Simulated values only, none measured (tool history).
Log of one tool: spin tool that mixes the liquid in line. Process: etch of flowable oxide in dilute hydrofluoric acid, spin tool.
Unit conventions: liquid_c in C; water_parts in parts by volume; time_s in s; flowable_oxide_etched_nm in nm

| run | day | liquid_c | water_parts | time_s | flowable_oxide_etched_nm |
|---|---|---|---|---|---|
| 1 | 0.000 | 26.0 | 140 | 55 | 17.750 |
| 2 | 0.208 | 28.0 | 125 | 55 | 21.950 |
| 3 | 0.446 | 28.0 | 125 | 60 | 23.466 |
| 4 | 0.604 | 29.5 | 110 | 60 | 28.983 |
| 5 | 0.875 | 30.5 | 105 | 60 | 32.235 |
| 6 | 1.075 | 30.5 | 130 | 60 | 25.133 |
| 7 | 1.362 | 34.0 | 80 | 60 | 50.032 |

Run 8, settings as shown, results not yet in. Your forecast:
| 8 | 1.692 | 33.5 | 80 | 60 | ? |

{"run 8": {"flowable_oxide_etched_nm": 49.23}}
